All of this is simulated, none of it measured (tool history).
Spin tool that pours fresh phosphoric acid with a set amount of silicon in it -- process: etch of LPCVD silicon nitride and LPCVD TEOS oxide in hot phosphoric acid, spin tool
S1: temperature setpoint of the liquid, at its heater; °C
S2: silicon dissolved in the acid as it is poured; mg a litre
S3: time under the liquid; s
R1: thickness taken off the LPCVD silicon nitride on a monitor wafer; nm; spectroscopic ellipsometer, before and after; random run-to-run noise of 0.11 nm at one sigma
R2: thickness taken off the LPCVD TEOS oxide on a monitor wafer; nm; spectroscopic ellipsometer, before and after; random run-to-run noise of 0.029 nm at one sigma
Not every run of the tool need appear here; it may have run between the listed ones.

run	hour	S1	S2	S3	R1	R2
1	0.0	160.0	24.0	180	16.038	0.67592
2	4.3	160.0	22.0	180	16.433	0.70440
3	10.2	160.0	20.0	175	15.612	0.74739
4	18.3	160.0	18.5	175	15.965	0.75117
5	23.8	160.0	25.0	175	15.554	0.58823
6	28.9	160.0	23.0	170	15.357	0.62208

What will run 7 give?
7	29.8	160.0	21.0	170	?	?

Run 7 produced R1 15.264 nm, R2 0.63542 nm.
